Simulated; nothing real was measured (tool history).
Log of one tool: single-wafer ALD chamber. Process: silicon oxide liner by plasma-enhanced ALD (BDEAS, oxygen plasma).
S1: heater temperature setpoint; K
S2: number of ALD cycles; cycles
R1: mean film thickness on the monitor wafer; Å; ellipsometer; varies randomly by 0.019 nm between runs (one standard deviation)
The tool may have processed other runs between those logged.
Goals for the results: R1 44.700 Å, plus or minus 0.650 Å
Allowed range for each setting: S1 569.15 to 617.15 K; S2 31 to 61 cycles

run 1 hour=0.0 | S1=593.15 S2=46 | R1=37.768
run 2 hour=6.6 | S1=593.15 S2=50 | R1=41.266
run 3 hour=8.7 | S1=585.15 S2=50 | R1=41.360
run 4 hour=11.3 | S1=585.15 S2=47 | R1=39.005
run 5 hour=20.3 | S1=592.15 S2=47 | R1=38.587
run 6 hour=23.6 | S1=599.15 S2=47 | R1=38.351
run 7 hour=29.9 | S1=599.15 S2=49 | R1=40.282
run 8 hour=34.8 | S1=599.15 S2=50 | R1=40.681
run 9 hour=41.2 | S1=598.15 S2=51 | R1=41.880
run 10 hour=46.7 | S1=598.15 S2=52 | R1=42.557
run 11 hour=52.2 | S1=598.15 S2=53 | R1=43.392

5 next moves are on the table. One of them brings every result within its allowed miss. Which?
run A hour=57.7 | S1=587.15 S2=51 | R1=?
run B hour=57.7 | S1=594.15 S2=51 | R1=?
run C hour=57.7 | S1=593.15 S2=52 | R1=?
run D hour=57.7 | S1=608.15 S2=56 | R1=?
run E hour=57.7 | S1=598.15 S2=52 | R1=?

move=A R1=42.124
move=B R1=41.703
move=C R1=42.582
move=D R1=44.868
move=E R1=42.276
A: misses by more than the last run did
B: misses by more than the last run did
C: misses by more than the last run did
D: every result lands within tolerance
E: misses by more than the last run did
Answer: D
